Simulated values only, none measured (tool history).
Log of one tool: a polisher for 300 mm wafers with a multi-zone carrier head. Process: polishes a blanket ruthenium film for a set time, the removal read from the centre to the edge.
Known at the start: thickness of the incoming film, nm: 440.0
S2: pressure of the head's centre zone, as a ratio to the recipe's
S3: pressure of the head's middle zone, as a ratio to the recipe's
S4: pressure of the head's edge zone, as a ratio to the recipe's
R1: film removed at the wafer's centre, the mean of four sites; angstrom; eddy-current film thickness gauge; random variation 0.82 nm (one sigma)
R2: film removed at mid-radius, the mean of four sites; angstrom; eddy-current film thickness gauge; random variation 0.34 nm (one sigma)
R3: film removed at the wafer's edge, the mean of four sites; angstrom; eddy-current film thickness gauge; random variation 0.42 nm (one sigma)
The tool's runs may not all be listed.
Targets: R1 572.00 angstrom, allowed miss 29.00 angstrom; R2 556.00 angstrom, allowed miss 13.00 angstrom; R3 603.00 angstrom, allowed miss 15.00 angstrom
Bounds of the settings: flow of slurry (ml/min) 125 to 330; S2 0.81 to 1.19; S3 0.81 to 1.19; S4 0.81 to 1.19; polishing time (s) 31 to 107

run 1 day=0.000 | flow_of_slurry_(ml/min)=210 S2=1.00 S3=1.00 S4=1.00 polishing_time_(s)=69 | R1=1003.20 R2=1027.90 R3=1006.60
run 2 day=0.342 | flow_of_slurry_(ml/min)=200 S2=0.98 S3=0.97 S4=0.98 polishing_time_(s)=63 | R1=904.03 R2=917.34 R3=916.57
run 3 day=0.558 | flow_of_slurry_(ml/min)=200 S2=0.98 S3=0.97 S4=0.93 polishing_time_(s)=63 | R1=861.77 R2=905.58 R3=877.15
run 4 day=0.879 | flow_of_slurry_(ml/min)=180 S2=0.98 S3=0.97 S4=0.93 polishing_time_(s)=63 | R1=864.05 R2=896.44 R3=876.96
run 5 day=1.217 | flow_of_slurry_(ml/min)=175 S2=0.97 S3=0.94 S4=0.91 polishing_time_(s)=59 | R1=794.27 R2=809.03 R3=810.06
run 6 day=1.538 | flow_of_slurry_(ml/min)=170 S2=0.96 S3=0.92 S4=0.89 polishing_time_(s)=56 | R1=739.74 R2=759.48 R3=762.09
run 7 day=1.583 | flow_of_slurry_(ml/min)=165 S2=0.95 S3=0.90 S4=0.88 polishing_time_(s)=54 | R1=694.33 R2=707.99 R3=719.27
run 8 day=1.704 | flow_of_slurry_(ml/min)=160 S2=0.95 S3=0.88 S4=0.87 polishing_time_(s)=52 | R1=674.16 R2=675.55 R3=693.91
run 9 day=1.962 | flow_of_slurry_(ml/min)=135 S2=0.92 S3=0.81 S4=0.85 polishing_time_(s)=42 | R1=505.09 R2=480.92 R3=547.33
run 10 day=2.042 | flow_of_slurry_(ml/min)=155 S2=0.92 S3=0.81 S4=0.85 polishing_time_(s)=42 | R1=538.09 R2=500.40 R3=552.29

4 next moves are on the table. One of them brings every result within its allowed miss. Which?
run A day=2.121 | flow_of_slurry_(ml/min)=140 S2=0.81 S3=0.93 S4=0.81 polishing_time_(s)=46 | R1=? R2=? R3=?
run B day=2.121 | flow_of_slurry_(ml/min)=145 S2=0.91 S3=0.81 S4=0.87 polishing_time_(s)=49 | R1=? R2=? R3=?
run C day=2.121 | flow_of_slurry_(ml/min)=240 S2=0.88 S3=0.82 S4=0.87 polishing_time_(s)=43 | R1=? R2=? R3=?
run D day=2.121 | flow_of_slurry_(ml/min)=160 S2=0.87 S3=0.81 S4=0.96 polishing_time_(s)=46 | R1=? R2=? R3=?

move=A R1=511.74 R2=600.51 R3=580.48
move=B R1=605.14 R2=575.43 R3=639.51
move=C R1=570.87 R2=557.49 R3=598.81
move=D R1=561.07 R2=552.16 R3=633.19
A: takes the result that was furthest off past its target
B: takes the result that was furthest off past its target
C: meets every target
D: brings the result that was furthest off to its target, and leaves another outside
Move C is the one to make.
